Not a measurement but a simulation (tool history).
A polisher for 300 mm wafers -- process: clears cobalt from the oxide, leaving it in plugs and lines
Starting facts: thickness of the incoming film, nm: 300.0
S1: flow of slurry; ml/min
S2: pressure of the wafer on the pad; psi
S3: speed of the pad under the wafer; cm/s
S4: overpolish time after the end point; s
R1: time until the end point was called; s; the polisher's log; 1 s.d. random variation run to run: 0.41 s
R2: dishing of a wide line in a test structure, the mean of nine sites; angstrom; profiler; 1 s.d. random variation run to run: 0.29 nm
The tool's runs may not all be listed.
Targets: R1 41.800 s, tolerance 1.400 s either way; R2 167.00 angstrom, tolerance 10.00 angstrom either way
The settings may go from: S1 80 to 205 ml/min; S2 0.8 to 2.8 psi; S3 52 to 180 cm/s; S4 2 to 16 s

run	hour	S1	S2	S3	S4	R1	R2
1	0.0	135	1.8	116	8	48.701	217.58
2	3.6	135	1.8	90	8	63.282	194.93
3	5.9	135	1.8	90	10	62.699	211.57
4	14.3	145	2.0	90	7	58.024	189.90
5	15.6	145	2.3	90	5	51.229	166.11
6	19.5	145	2.1	90	5	54.307	167.49
7	21.7	150	2.3	90	5	50.735	169.52
8	30.3	150	2.5	90	5	46.916	176.45
9	39.1	150	2.6	90	4	45.595	159.15
10	40.9	155	2.7	90	4	44.648	161.51
11	45.9	155	2.7	92	4	43.723	158.79

Which single option among these 4 for the next run brings every result within its allowed miss of target? Just one does.
A	50.9	150	2.5	94	6	?	?
B	50.9	125	2.4	102	4	?	?
C	50.9	155	2.7	96	5	?	?
D	50.9	150	2.7	96	4	?	?

move	R1	R2
A	45.482	195.69
B	45.095	158.48
C	41.612	187.10
D	41.861	165.54
A: moves away from the targets compared with the last run
B: moves away from the targets compared with the last run
C: gets the furthest-off result to its target, but another result is out of tolerance
D: every result within its allowed miss
D meets every target.

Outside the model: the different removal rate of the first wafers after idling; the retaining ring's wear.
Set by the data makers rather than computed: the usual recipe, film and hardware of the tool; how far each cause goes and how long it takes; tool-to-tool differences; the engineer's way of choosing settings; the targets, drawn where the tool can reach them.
